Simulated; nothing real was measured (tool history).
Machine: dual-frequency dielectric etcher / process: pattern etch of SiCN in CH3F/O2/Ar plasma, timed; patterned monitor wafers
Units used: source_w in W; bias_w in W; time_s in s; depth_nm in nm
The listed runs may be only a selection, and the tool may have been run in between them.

run	day	source_w	bias_w	time_s	depth_nm
1	0	320	86	104.5	39.178
2	0.342	370	86	104.5	40.595
3	0.575	400	86	104.5	41.73
4	0.825	400	86	104.5	42.031
5	0.975	400	86	104.5	42.073
6	1.267	330	79	104.5	38.61
7	1.538	290	71	104.5	36.155

What does the tool deliver on the next run?
8	1.9	260	67	104.5	?

depth_nm: 34.566 nm
